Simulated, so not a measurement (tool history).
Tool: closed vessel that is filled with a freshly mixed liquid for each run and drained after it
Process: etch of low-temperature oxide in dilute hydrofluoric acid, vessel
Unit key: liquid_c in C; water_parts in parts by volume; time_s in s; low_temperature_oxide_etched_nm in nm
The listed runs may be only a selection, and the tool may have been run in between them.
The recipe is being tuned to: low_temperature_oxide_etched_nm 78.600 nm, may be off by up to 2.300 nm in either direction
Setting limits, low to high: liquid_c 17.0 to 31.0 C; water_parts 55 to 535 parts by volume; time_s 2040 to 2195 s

run,hour,liquid_c,water_parts,time_s,low_temperature_oxide_etched_nm
1,0.0,23.0,295,2040,54.121
2,4.1,21.0,295,2040,50.544
3,7.9,22.5,290,2040,53.751
4,9.3,22.5,290,2040,54.357
5,14.9,22.5,290,2195,58.352
6,22.2,22.5,290,2195,58.006
7,31.5,24.0,285,2195,63.249
8,40.2,28.0,280,2195,74.358
9,48.9,28.5,280,2195,75.677

5 next moves are on the table. One of them brings every result within its allowed miss. Which?
A,57.6,27.0,250,2195,?
B,57.6,30.0,275,2040,?
C,57.6,30.0,300,2195,?
D,57.6,27.0,245,2040,?
E,57.6,28.0,255,2195,?

move,low_temperature_oxide_etched_nm
A,83.190
B,75.627
C,72.546
D,79.325
E,83.942
A: pushes the last run's worst result past its target
B: roughly where the last run was
C: its largest miss is bigger than the last run's
D: all results in spec
E: pushes the last run's worst result past its target
D meets every target.
